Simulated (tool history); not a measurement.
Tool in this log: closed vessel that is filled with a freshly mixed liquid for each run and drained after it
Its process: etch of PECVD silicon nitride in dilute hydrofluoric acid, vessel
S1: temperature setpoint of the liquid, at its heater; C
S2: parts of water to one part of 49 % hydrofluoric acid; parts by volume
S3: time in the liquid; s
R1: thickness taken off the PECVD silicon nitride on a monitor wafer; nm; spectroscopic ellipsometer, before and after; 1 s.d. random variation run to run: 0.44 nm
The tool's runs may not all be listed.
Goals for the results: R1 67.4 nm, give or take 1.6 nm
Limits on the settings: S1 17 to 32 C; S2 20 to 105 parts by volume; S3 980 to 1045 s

run	hour	S1	S2	S3	R1
1	0	24	55	980	29.554
2	7.5	24	50	980	33.284
3	12	24	65	980	25.29
4	18	26	60	980	31.545
5	19.9	27.5	60	980	34.721
6	26.9	27.5	60	980	34.725
7	31.1	27.5	60	980	34.765
8	32.5	28.5	55	980	40.518
9	34.3	29.5	50	980	47.457
10	41.5	30	50	980	48.779
11	45	30.5	45	980	55.578
12	49.3	31	45	980	58.29
13	56.9	31.5	45	980	59.604
14	65.3	32	40	980	69.447

Exactly one of the 4 candidate moves below puts every result within its allowed miss. Which one?
A	73.7	30	40	995	?
B	73.7	32	45	1010	?
C	73.7	30.5	40	1045	?
D	73.7	28.5	35	980	?

move	R1
A	61.663
B	63.376
C	66.893
D	62.762
A: moves the result that the last run missed by most past its target, out the other side
B: moves the result that the last run missed by most past its target, out the other side
C: every result within its allowed miss
D: moves the result that the last run missed by most past its target, out the other side
So the answer is move C, the one that meets all the targets.

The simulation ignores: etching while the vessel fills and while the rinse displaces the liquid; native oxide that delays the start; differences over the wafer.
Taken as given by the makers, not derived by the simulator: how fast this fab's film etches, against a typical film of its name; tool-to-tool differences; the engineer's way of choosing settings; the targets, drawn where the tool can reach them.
